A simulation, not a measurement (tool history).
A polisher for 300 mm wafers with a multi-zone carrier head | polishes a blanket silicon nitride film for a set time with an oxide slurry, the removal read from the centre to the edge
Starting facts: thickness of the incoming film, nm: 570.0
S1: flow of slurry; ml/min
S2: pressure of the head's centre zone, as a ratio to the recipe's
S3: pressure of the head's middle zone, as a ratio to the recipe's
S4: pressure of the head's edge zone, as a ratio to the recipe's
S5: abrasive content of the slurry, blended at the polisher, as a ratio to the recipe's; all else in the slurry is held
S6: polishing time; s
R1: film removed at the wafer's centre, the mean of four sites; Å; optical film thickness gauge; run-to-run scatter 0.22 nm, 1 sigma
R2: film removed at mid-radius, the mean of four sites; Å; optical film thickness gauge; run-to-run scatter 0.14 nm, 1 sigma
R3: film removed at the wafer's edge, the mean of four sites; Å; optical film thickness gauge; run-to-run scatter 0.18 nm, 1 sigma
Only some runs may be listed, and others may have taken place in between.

{"run": 1, "day": 0.0, "S1": 155, "S2": 1, "S3": 1, "S4": 1, "S5": 1, "S6": 73, "R1": 381.89, "R2": 356.74, "R3": 341.22}
{"run": 2, "day": 0.208, "S1": 140, "S2": 0.95, "S3": 0.96, "S4": 1, "S5": 0.85, "S6": 68, "R1": 306.41, "R2": 297.98, "R3": 295.37}
{"run": 3, "day": 0.275, "S1": 140, "S2": 0.95, "S3": 1.03, "S4": 1, "S5": 0.85, "S6": 68, "R1": 311.13, "R2": 316.97, "R3": 297.52}
{"run": 4, "day": 0.517, "S1": 130, "S2": 0.93, "S3": 0.97, "S4": 1.01, "S5": 0.75, "S6": 64, "R1": 262.73, "R2": 267.83, "R3": 262}
{"run": 5, "day": 0.692, "S1": 120, "S2": 0.92, "S3": 0.93, "S4": 1.03, "S5": 0.7, "S6": 62, "R1": 241.5, "R2": 238.09, "R3": 246.43}
{"run": 6, "day": 0.771, "S1": 115, "S2": 0.9, "S3": 0.9, "S4": 1.03, "S5": 0.65, "S6": 61, "R1": 224.56, "R2": 219.92, "R3": 229.52}
{"run": 7, "day": 0.817, "S1": 110, "S2": 0.88, "S3": 0.88, "S4": 1.04, "S5": 0.6, "S6": 61, "R1": 210.81, "R2": 207.42, "R3": 221.43}

For run 8, what comes out?
{"day": 1.025, "done": "edge zone pressure recalibrated"}
{"run": 8, "day": 1.025, "S1": 95, "S2": 0.81, "S3": 0.81, "S4": 1.04, "S5": 0.5, "S6": 59, "R1": "?", "R2": "?", "R3": "?"}

R1: 165.8 Å
R2: 166.87 Å
R3: 205.42 Å
